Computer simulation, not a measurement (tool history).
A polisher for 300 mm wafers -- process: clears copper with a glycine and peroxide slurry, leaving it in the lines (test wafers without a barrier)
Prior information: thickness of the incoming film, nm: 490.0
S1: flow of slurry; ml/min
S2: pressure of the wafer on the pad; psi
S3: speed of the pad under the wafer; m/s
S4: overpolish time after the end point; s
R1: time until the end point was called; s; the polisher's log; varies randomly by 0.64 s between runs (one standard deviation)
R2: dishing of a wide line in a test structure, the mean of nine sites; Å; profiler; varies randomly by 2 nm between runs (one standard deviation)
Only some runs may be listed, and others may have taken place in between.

Run 1, hour 0.0: S1 125 ml/min, S2 3.0 psi, S3 1.16 m/s, S4 26 s. Result: R1 64.436 s, R2 1047.20 Å.
Run 2, hour 3.7: S1 125 ml/min, S2 3.0 psi, S3 1.16 m/s, S4 20 s. Result: R1 61.571 s, R2 880.03 Å.
Run 3, hour 7.1: S1 125 ml/min, S2 3.0 psi, S3 1.16 m/s, S4 30 s. Result: R1 62.852 s, R2 1154.70 Å.
Run 4, hour 9.8: S1 125 ml/min, S2 2.4 psi, S3 1.16 m/s, S4 30 s. Result: R1 76.800 s, R2 1021.60 Å.
Run 5, hour 16.8: S1 125 ml/min, S2 2.1 psi, S3 1.16 m/s, S4 30 s. Result: R1 86.629 s, R2 909.03 Å.
Run 6, hour 20.7: S1 130 ml/min, S2 2.5 psi, S3 1.18 m/s, S4 29 s. Result: R1 72.253 s, R2 1012.00 Å.
Run 7, hour 25.9: S1 140 ml/min, S2 2.8 psi, S3 1.20 m/s, S4 29 s. Result: R1 64.133 s, R2 1119.80 Å.
Run 8, hour 28.8: S1 145 ml/min, S2 3.1 psi, S3 1.22 m/s, S4 28 s. Result: R1 59.573 s, R2 1173.30 Å.
Run 9, hour 35.8: S1 145 ml/min, S2 3.1 psi, S3 1.22 m/s, S4 28 s. Result: R1 56.894 s, R2 1193.10 Å.
Run 10, hour 38.3: S1 150 ml/min, S2 3.3 psi, S3 1.22 m/s, S4 28 s. Result: R1 53.922 s, R2 1211.90 Å.

Expected results for the next run?
Run 11, hour 46.3: S1 150 ml/min, S2 3.3 psi, S3 1.22 m/s, S4 28 s. Result: R1 ?, R2 ?.

{"run 11": {"R1": 56.678, "R2": 1236.2}}
